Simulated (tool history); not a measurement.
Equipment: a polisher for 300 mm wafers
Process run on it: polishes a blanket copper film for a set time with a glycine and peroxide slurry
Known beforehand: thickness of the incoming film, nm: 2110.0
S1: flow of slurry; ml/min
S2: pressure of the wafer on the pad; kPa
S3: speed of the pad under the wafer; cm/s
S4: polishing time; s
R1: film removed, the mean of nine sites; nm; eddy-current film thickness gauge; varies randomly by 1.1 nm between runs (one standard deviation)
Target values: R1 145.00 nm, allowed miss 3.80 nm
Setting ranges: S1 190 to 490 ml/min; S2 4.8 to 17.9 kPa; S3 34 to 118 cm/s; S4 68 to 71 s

run,hour,S1,S2,S3,S4,R1
1,0.0,315,11.0,76,68,178.89
2,8.6,315,9.7,76,68,161.85
3,9.2,315,9.7,76,68,164.74
4,14.5,315,9.7,76,71,172.16
5,23.4,315,11.7,76,71,192.76
6,31.6,315,11.7,86,71,211.20
7,33.6,315,9.7,86,71,184.09
8,37.0,315,8.3,86,71,165.86
9,38.3,315,7.6,86,71,156.42

Pick the move, out of 5, that brings all results within their allowed miss; only one does.
A,39.6,340,6.9,70,71,?
B,39.6,355,7.6,80,68,?
C,39.6,355,9.0,68,71,?
D,39.6,255,8.3,86,68,?
E,39.6,255,7.6,92,68,?

move,R1
A,135.75
B,147.39
C,155.94
D,157.67
E,155.13
A: the result that was furthest off in the last run now lies on the other side of its target
B: all results in spec
C: about the same distance from the targets as the last run
D: moves away from the targets compared with the last run
E: moves toward the targets from the last run without getting all of them in spec
So the answer is move B, the one that meets all the targets.
